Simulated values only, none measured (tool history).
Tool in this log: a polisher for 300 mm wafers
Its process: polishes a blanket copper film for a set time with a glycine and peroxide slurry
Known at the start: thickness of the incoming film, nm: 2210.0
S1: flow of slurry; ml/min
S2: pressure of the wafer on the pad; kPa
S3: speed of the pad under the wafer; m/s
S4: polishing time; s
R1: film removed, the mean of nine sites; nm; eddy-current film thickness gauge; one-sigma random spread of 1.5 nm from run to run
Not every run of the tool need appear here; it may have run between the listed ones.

Run 1, day 0.000: S1 130 ml/min, S2 15.2 kPa, S3 0.82 m/s, S4 80 s. Result: R1 303.01 nm.
Run 2, day 0.100: S1 130 ml/min, S2 15.2 kPa, S3 0.82 m/s, S4 84 s. Result: R1 319.27 nm.
Run 3, day 0.467: S1 155 ml/min, S2 15.2 kPa, S3 0.82 m/s, S4 84 s. Result: R1 325.69 nm.
Run 4, day 0.725: S1 125 ml/min, S2 15.2 kPa, S3 0.82 m/s, S4 84 s. Result: R1 315.27 nm.
Run 5, day 1.058: S1 120 ml/min, S2 13.1 kPa, S3 0.82 m/s, S4 84 s. Result: R1 283.01 nm.
At day 1.346: head pressure recalibrated.
Run 6, day 1.346: S1 140 ml/min, S2 13.1 kPa, S3 0.82 m/s, S4 84 s. Result: R1 274.39 nm.

Run 7 has not been measured yet. What should we expect?
Run 7, day 1.450: S1 140 ml/min, S2 12.4 kPa, S3 0.82 m/s, S4 84 s. Result: R1 ?.

{"run 7": {"R1": 269.61}}
